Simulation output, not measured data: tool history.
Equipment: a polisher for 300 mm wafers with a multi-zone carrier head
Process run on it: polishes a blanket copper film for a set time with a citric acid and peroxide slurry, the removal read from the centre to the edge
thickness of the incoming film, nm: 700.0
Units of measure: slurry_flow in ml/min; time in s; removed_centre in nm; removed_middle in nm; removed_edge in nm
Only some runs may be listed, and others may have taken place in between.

run,hour,slurry_flow,centre_zone,middle_zone,edge_zone,slurry_solids,time,removed_centre,removed_middle,removed_edge
1,0.0,140,1.00,1.00,1.00,1.0,34,68.461,71.111,70.722
2,2.2,135,1.00,0.99,0.97,0.9,34,65.366,67.304,67.432
3,9.8,135,1.00,0.99,0.91,0.9,34,65.857,67.502,65.763
4,17.8,135,1.00,0.99,0.91,0.9,26,50.663,51.926,49.792
5,24.4,145,1.00,0.99,0.92,0.9,26,51.062,52.697,52.410
6,25.4,150,1.01,1.00,0.91,0.9,26,52.942,53.099,51.935

What does the tool deliver on the next run?
7,30.1,155,1.01,1.01,0.91,0.9,26,?,?,?

{"run 7": {"removed_centre": 51.47, "removed_middle": 53.891, "removed_edge": 52.279}}
